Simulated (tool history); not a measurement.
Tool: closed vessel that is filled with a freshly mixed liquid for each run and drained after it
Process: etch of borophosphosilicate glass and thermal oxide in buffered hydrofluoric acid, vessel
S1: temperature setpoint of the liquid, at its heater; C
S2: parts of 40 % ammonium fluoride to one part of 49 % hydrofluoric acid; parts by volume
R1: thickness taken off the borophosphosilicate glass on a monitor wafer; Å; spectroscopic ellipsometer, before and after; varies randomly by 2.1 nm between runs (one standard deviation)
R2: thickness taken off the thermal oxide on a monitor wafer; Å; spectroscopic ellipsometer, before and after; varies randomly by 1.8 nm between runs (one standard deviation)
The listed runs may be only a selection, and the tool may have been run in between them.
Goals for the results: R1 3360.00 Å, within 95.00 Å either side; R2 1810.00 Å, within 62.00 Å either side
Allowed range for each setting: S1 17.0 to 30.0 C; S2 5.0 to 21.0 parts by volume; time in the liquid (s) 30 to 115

{"run": 1, "day": 0.0, "S1": 22.0, "S2": 13.0, "time in the liquid (s)": 60, "R1": 794.92, "R2": 435.58}
{"run": 2, "day": 0.196, "S1": 24.0, "S2": 11.0, "time in the liquid (s)": 65, "R1": 1127.0, "R2": 619.23}
{"run": 3, "day": 0.242, "S1": 22.5, "S2": 11.0, "time in the liquid (s)": 65, "R1": 1055.7, "R2": 571.66}
{"run": 4, "day": 0.529, "S1": 24.0, "S2": 9.5, "time in the liquid (s)": 70, "R1": 1393.1, "R2": 750.67}
{"run": 5, "day": 0.817, "S1": 24.0, "S2": 9.5, "time in the liquid (s)": 95, "R1": 1896.1, "R2": 998.69}
{"run": 6, "day": 1.062, "S1": 21.5, "S2": 9.5, "time in the liquid (s)": 95, "R1": 1643.0, "R2": 880.18}
{"run": 7, "day": 1.1, "S1": 23.5, "S2": 9.0, "time in the liquid (s)": 95, "R1": 1916.6, "R2": 1032.2}
{"run": 8, "day": 1.375, "S1": 25.0, "S2": 8.5, "time in the liquid (s)": 95, "R1": 2223.1, "R2": 1179.2}
{"run": 9, "day": 1.508, "S1": 26.0, "S2": 8.0, "time in the liquid (s)": 95, "R1": 2463.6, "R2": 1324.4}
{"run": 10, "day": 1.65, "S1": 27.0, "S2": 8.0, "time in the liquid (s)": 95, "R1": 2615.9, "R2": 1403.8}
{"run": 11, "day": 1.671, "S1": 27.5, "S2": 8.0, "time in the liquid (s)": 95, "R1": 2687.1, "R2": 1444.9}
{"run": 12, "day": 1.788, "S1": 28.0, "S2": 8.0, "time in the liquid (s)": 95, "R1": 2741.5, "R2": 1482.3}
{"run": 13, "day": 2.0, "S1": 30.0, "S2": 6.5, "time in the liquid (s)": 95, "R1": 3750.2, "R2": 2063.0}
{"run": 14, "day": 2.183, "S1": 29.5, "S2": 6.5, "time in the liquid (s)": 95, "R1": 3684.4, "R2": 2010.0}
{"run": 15, "day": 2.275, "S1": 29.0, "S2": 6.5, "time in the liquid (s)": 95, "R1": 3602.3, "R2": 1911.7}
{"run": 16, "day": 2.646, "S1": 28.5, "S2": 6.5, "time in the liquid (s)": 95, "R1": 3507.5, "R2": 1877.1}

Below are 4 possible settings for the next run. Only one of them brings all results inside the allowed miss of their targets. Which is it?
{"run": "A", "day": 3.017, "S1": 27.5, "S2": 6.0, "time in the liquid (s)": 90, "R1": "?", "R2": "?"}
{"run": "B", "day": 3.017, "S1": 30.0, "S2": 7.5, "time in the liquid (s)": 105, "R1": "?", "R2": "?"}
{"run": "C", "day": 3.017, "S1": 28.0, "S2": 6.0, "time in the liquid (s)": 95, "R1": "?", "R2": "?"}
{"run": "D", "day": 3.017, "S1": 25.0, "S2": 5.0, "time in the liquid (s)": 95, "R1": "?", "R2": "?"}

move=A R1=3347.10 R2=1850.20
move=B R1=3602.00 R2=2000.90
move=C R1=3626.80 R2=2005.50
move=D R1=3628.70 R2=1992.70
A: in spec on every target
B: misses by more than the last run did
C: misses by more than the last run did
D: misses by more than the last run did
Move A is the one to make.

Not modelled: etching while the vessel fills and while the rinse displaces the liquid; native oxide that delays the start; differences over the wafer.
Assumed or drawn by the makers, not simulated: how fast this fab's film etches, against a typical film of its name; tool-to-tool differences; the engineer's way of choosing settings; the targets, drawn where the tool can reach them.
